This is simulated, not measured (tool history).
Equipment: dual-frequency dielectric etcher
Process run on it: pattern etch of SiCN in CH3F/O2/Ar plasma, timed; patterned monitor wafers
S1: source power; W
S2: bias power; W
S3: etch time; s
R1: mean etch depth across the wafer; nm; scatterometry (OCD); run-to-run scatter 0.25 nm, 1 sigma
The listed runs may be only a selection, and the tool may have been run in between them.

Run 1, day 0: S1 440 W, S2 77 W, S3 89.5 s. Result: R1 37.569 nm.
Run 2, day 0.246: S1 440 W, S2 77 W, S3 89.5 s. Result: R1 37.076 nm.
Run 3, day 0.3: S1 440 W, S2 70 W, S3 89.5 s. Result: R1 35.856 nm.
Run 4, day 0.433: S1 470 W, S2 70 W, S3 89.5 s. Result: R1 36.383 nm.
Run 5, day 0.579: S1 530 W, S2 70 W, S3 89.5 s. Result: R1 37.811 nm.
Run 6, day 0.688: S1 540 W, S2 72 W, S3 89.5 s. Result: R1 38.45 nm.

Run 7, settings as shown, results not yet in. Your forecast:
Run 7, day 0.746: S1 550 W, S2 74 W, S3 89.5 s. Result: R1 ?.

Logged for run 7: R1 39.391 nm.
